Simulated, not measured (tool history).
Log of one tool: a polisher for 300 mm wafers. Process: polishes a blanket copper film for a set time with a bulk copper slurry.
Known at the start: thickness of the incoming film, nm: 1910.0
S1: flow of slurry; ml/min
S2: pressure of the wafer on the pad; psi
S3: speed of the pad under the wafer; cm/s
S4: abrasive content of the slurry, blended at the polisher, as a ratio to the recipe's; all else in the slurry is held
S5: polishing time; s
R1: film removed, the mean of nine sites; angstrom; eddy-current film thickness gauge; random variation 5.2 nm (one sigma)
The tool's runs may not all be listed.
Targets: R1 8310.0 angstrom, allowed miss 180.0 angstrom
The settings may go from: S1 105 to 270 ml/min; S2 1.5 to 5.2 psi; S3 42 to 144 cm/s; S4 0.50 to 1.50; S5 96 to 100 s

run 1 hour=0.0 | S1=175 S2=3.3 S3=92 S4=1.00 S5=96 | R1=10761.0
run 2 hour=6.2 | S1=170 S2=3.2 S3=92 S4=1.00 S5=96 | R1=10543.0
run 3 hour=13.9 | S1=170 S2=3.2 S3=92 S4=1.00 S5=100 | R1=10872.0
run 4 hour=19.6 | S1=170 S2=3.9 S3=92 S4=1.00 S5=100 | R1=12635.0
run 5 hour=24.4 | S1=170 S2=3.9 S3=92 S4=1.00 S5=100 | R1=12618.0
run 6 hour=29.6 | S1=165 S2=3.6 S3=92 S4=1.00 S5=100 | R1=11700.0
-- hour=35.9 slurry nozzle cleaned
run 7 hour=35.9 | S1=165 S2=3.6 S3=92 S4=1.00 S5=100 | R1=12644.0
run 8 hour=43.2 | S1=180 S2=3.5 S3=92 S4=1.00 S5=100 | R1=12384.0
run 9 hour=47.6 | S1=170 S2=3.4 S3=92 S4=1.00 S5=100 | R1=11941.0
run 10 hour=50.4 | S1=160 S2=3.1 S3=92 S4=1.00 S5=100 | R1=11083.0
run 11 hour=51.4 | S1=160 S2=2.8 S3=92 S4=1.00 S5=100 | R1=10406.0
run 12 hour=56.6 | S1=155 S2=2.6 S3=92 S4=1.00 S5=100 | R1=9821.5
run 13 hour=62.1 | S1=150 S2=2.5 S3=92 S4=1.00 S5=100 | R1=9361.1
run 14 hour=71.1 | S1=145 S2=2.4 S3=92 S4=1.00 S5=100 | R1=9121.1

5 next moves are on the table. One of them brings every result within its allowed miss. Which?
run A hour=80.1 | S1=110 S2=2.3 S3=92 S4=0.95 S5=100 | R1=?
run B hour=80.1 | S1=170 S2=2.0 S3=94 S4=1.25 S5=99 | R1=?
run C hour=80.1 | S1=115 S2=2.1 S3=90 S4=0.90 S5=100 | R1=?
run D hour=80.1 | S1=125 S2=2.4 S3=84 S4=1.00 S5=96 | R1=?
run E hour=80.1 | S1=210 S2=3.8 S3=62 S4=1.05 S5=96 | R1=?

move=A R1=8171.4
move=B R1=8883.3
move=C R1=7552.6
move=D R1=7725.3
move=E R1=8846.8
A: meets every target
B: nearer than the last run, and not there yet
C: takes the result that was furthest off past its target
D: takes the result that was furthest off past its target
E: nearer than the last run, and not there yet
The right move is A.
